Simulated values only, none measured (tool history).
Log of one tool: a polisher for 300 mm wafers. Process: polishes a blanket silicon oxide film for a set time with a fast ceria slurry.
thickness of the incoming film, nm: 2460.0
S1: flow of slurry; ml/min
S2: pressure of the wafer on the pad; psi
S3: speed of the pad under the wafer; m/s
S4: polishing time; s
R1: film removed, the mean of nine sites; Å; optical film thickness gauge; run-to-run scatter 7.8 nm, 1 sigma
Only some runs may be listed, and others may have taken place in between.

Run 1, hour 0: S1 155 ml/min, S2 2.1 psi, S3 1.28 m/s, S4 40 s. Result: R1 4922.3 Å.
Run 2, hour 8.5: S1 155 ml/min, S2 2.5 psi, S3 1.28 m/s, S4 40 s. Result: R1 5645.1 Å.
Run 3, hour 9: S1 155 ml/min, S2 2.5 psi, S3 1.02 m/s, S4 40 s. Result: R1 4538 Å.
Run 4, hour 11.5: S1 155 ml/min, S2 2.6 psi, S3 1.04 m/s, S4 40 s. Result: R1 4745 Å.
Run 5, hour 15.6: S1 155 ml/min, S2 2.6 psi, S3 1.04 m/s, S4 42 s. Result: R1 5006.5 Å.
Run 6, hour 20.2: S1 155 ml/min, S2 2.7 psi, S3 1.06 m/s, S4 42 s. Result: R1 5345.8 Å.
Run 7, hour 28: S1 155 ml/min, S2 2.8 psi, S3 1.08 m/s, S4 42 s. Result: R1 5650.1 Å.
Run 8, hour 35.9: S1 155 ml/min, S2 2.8 psi, S3 1.1 m/s, S4 42 s. Result: R1 5611.2 Å.
Run 9, hour 36.6: S1 155 ml/min, S2 2.8 psi, S3 1.12 m/s, S4 42 s. Result: R1 5821.4 Å.
Run 10, hour 39.4: S1 165 ml/min, S2 3 psi, S3 1.16 m/s, S4 42 s. Result: R1 6526.2 Å.

Run 11 comes next. What will it give?
Run 11, hour 47.5: S1 165 ml/min, S2 3.2 psi, S3 1.2 m/s, S4 42 s. Result: R1 ?.

R1: 6937.1 Å
